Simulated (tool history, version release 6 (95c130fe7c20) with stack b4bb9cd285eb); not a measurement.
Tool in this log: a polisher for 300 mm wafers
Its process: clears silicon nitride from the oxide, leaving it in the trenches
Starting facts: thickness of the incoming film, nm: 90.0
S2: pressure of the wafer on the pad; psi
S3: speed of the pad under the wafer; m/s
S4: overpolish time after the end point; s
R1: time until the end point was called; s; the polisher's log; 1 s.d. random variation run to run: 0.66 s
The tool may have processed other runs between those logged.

Run 1, day 0: flow of slurry (ml/min) 280, S2 2.9 psi, S3 1.16 m/s, S4 22 s. Result: R1 82.969 s.
Run 2, day 0.088: flow of slurry (ml/min) 280, S2 2.4 psi, S3 1.16 m/s, S4 22 s. Result: R1 99.161 s.
Run 3, day 0.433: flow of slurry (ml/min) 235, S2 2.4 psi, S3 1.16 m/s, S4 22 s. Result: R1 100.04 s.
Run 4, day 0.704: flow of slurry (ml/min) 235, S2 2.7 psi, S3 1.18 m/s, S4 22 s. Result: R1 87.733 s.
Run 5, day 0.925: flow of slurry (ml/min) 235, S2 3 psi, S3 1.18 m/s, S4 22 s. Result: R1 84.432 s.
Run 6, day 1.221: flow of slurry (ml/min) 245, S2 3.3 psi, S3 1.2 m/s, S4 22 s. Result: R1 75.029 s.
Run 7, day 1.475: flow of slurry (ml/min) 250, S2 3.5 psi, S3 1.22 m/s, S4 22 s. Result: R1 69.087 s.

What will run 8 give?
Run 8, day 1.708: flow of slurry (ml/min) 250, S2 4.3 psi, S3 1.28 m/s, S4 22 s. Result: R1 ?.

Logged for run 8: R1 54.48 s.
